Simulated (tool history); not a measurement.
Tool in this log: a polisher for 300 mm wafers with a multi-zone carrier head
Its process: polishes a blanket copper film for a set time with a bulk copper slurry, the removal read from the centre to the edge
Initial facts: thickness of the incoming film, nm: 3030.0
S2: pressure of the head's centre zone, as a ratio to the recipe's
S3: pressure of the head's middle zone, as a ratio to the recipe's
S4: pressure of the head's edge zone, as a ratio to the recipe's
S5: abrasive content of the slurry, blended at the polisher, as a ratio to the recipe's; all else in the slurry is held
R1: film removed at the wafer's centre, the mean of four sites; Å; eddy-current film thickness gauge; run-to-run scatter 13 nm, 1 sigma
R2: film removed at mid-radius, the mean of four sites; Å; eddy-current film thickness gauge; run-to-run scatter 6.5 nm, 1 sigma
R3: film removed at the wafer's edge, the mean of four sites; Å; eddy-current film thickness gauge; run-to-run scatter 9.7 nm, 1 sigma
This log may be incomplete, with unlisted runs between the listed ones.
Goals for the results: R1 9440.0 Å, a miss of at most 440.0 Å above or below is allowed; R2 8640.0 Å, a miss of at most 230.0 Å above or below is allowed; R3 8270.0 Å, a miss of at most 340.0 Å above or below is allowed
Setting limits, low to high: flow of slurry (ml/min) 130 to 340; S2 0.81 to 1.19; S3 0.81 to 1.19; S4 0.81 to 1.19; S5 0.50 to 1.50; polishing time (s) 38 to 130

run 1 hour=0.0 | flow_of_slurry_(ml/min)=220 S2=1.00 S3=1.00 S4=1.00 S5=1.00 polishing_time_(s)=84 | R1=9418.8 R2=9692.6 R3=9180.5
run 2 hour=8.6 | flow_of_slurry_(ml/min)=265 S2=1.00 S3=1.00 S4=1.00 S5=1.00 polishing_time_(s)=84 | R1=9653.1 R2=9825.4 R3=9280.2
run 3 hour=16.2 | flow_of_slurry_(ml/min)=265 S2=1.00 S3=1.08 S4=1.00 S5=1.00 polishing_time_(s)=84 | R1=9877.5 R2=10422.0 R3=9453.8
run 4 hour=21.1 | flow_of_slurry_(ml/min)=265 S2=1.00 S3=1.08 S4=0.93 S5=1.00 polishing_time_(s)=84 | R1=9674.2 R2=10545.0 R3=9167.5
run 5 hour=26.2 | flow_of_slurry_(ml/min)=265 S2=1.00 S3=1.08 S4=0.93 S5=1.00 polishing_time_(s)=98 | R1=11378.0 R2=12048.0 R3=10866.0
run 6 hour=33.8 | flow_of_slurry_(ml/min)=265 S2=1.00 S3=1.08 S4=0.93 S5=0.80 polishing_time_(s)=98 | R1=10887.0 R2=11881.0 R3=10153.0
run 7 hour=34.4 | flow_of_slurry_(ml/min)=260 S2=1.01 S3=1.02 S4=0.94 S5=0.75 polishing_time_(s)=96 | R1=11032.0 R2=10796.0 R3=9875.0
run 8 hour=36.2 | flow_of_slurry_(ml/min)=255 S2=1.00 S3=0.99 S4=0.92 S5=0.70 polishing_time_(s)=95 | R1=10269.0 R2=10438.0 R3=9614.3
run 9 hour=38.6 | flow_of_slurry_(ml/min)=250 S2=1.01 S3=0.97 S4=0.91 S5=0.65 polishing_time_(s)=93 | R1=10331.0 R2=9843.8 R3=9303.2
run 10 hour=43.6 | flow_of_slurry_(ml/min)=215 S2=0.96 S3=0.92 S4=0.81 S5=0.50 polishing_time_(s)=89 | R1=8647.8 R2=8694.6 R3=7924.3
run 11 hour=45.5 | flow_of_slurry_(ml/min)=215 S2=0.96 S3=0.92 S4=0.81 S5=0.50 polishing_time_(s)=89 | R1=8800.8 R2=8425.9 R3=7994.3
run 12 hour=52.5 | flow_of_slurry_(ml/min)=220 S2=0.97 S3=0.92 S4=0.82 S5=0.50 polishing_time_(s)=89 | R1=8855.0 R2=8618.3 R3=8026.8

Of the 4 settings listed for the next run, only one would bring every result within its allowed miss of target. Which one?
run A hour=59.5 | flow_of_slurry_(ml/min)=180 S2=1.03 S3=0.92 S4=0.83 S5=0.50 polishing_time_(s)=92 | R1=? R2=? R3=?
run B hour=59.5 | flow_of_slurry_(ml/min)=240 S2=0.99 S3=1.00 S4=0.81 S5=0.50 polishing_time_(s)=83 | R1=? R2=? R3=?
run C hour=59.5 | flow_of_slurry_(ml/min)=255 S2=1.00 S3=0.81 S4=0.81 S5=0.50 polishing_time_(s)=91 | R1=? R2=? R3=?
run D hour=59.5 | flow_of_slurry_(ml/min)=260 S2=0.90 S3=0.87 S4=0.82 S5=0.50 polishing_time_(s)=87 | R1=? R2=? R3=?

move=A R1=9453.0 R2=8735.7 R3=8277.7
move=B R1=8479.6 R2=8662.9 R3=7549.0
move=C R1=9440.6 R2=8141.2 R3=8332.2
move=D R1=8135.7 R2=8228.5 R3=8013.8
A: all results in spec
B: further off than the last run
C: puts the biggest miss on target and leaves a different result outside tolerance
D: further off than the last run
A meets every target.
